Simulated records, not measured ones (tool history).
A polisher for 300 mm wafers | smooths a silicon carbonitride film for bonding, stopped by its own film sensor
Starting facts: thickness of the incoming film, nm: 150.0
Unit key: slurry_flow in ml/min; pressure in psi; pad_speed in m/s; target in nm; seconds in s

run 1 day=0.000 | slurry_flow=205 pressure=1.5 pad_speed=0.88 slurry_solids=1.0 target=136 | seconds=68.104
run 2 day=0.288 | slurry_flow=155 pressure=1.5 pad_speed=0.88 slurry_solids=1.0 target=136 | seconds=68.705
run 3 day=0.308 | slurry_flow=155 pressure=1.3 pad_speed=0.86 slurry_solids=1.0 target=136 | seconds=81.798
run 4 day=0.642 | slurry_flow=155 pressure=1.2 pad_speed=0.86 slurry_solids=1.0 target=136 | seconds=87.824
run 5 day=0.996 | slurry_flow=155 pressure=1.2 pad_speed=1.02 slurry_solids=1.0 target=136 | seconds=75.766
run 6 day=1.225 | slurry_flow=155 pressure=1.1 pad_speed=1.02 slurry_solids=1.0 target=136 | seconds=83.894
run 7 day=1.412 | slurry_flow=155 pressure=1.0 pad_speed=1.02 slurry_solids=1.0 target=136 | seconds=88.548

Predict the results of run 8:
run 8 day=1.783 | slurry_flow=155 pressure=0.9 pad_speed=1.02 slurry_solids=1.0 target=136 | seconds=?

seconds: 100.570 s

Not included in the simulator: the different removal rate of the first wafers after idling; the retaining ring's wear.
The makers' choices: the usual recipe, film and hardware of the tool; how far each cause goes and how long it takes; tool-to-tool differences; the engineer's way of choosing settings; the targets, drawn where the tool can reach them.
